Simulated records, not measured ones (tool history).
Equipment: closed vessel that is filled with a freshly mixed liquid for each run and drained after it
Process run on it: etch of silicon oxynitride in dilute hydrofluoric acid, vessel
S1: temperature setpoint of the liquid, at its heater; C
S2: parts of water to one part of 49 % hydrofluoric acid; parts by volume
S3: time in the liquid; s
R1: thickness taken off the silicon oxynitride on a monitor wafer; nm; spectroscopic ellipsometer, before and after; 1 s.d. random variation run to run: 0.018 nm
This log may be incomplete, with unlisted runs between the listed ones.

run 1 hour=0.0 | S1=23.0 S2=50 S3=65 | R1=1.9270
run 2 hour=8.3 | S1=23.0 S2=50 S3=45 | R1=1.3281
run 3 hour=9.8 | S1=25.0 S2=45 S3=45 | R1=1.6118
run 4 hour=12.3 | S1=26.0 S2=40 S3=45 | R1=1.9145
run 5 hour=20.7 | S1=27.5 S2=35 S3=45 | R1=2.3808
run 6 hour=22.0 | S1=27.5 S2=20 S3=45 | R1=4.1689
run 7 hour=28.7 | S1=27.5 S2=20 S3=45 | R1=4.2193
run 8 hour=30.2 | S1=26.0 S2=25 S3=45 | R1=3.0995

What does the tool deliver on the next run?
run 9 hour=37.6 | S1=25.5 S2=25 S3=45 | R1=?

{"run 9": {"R1": 3.0357}}
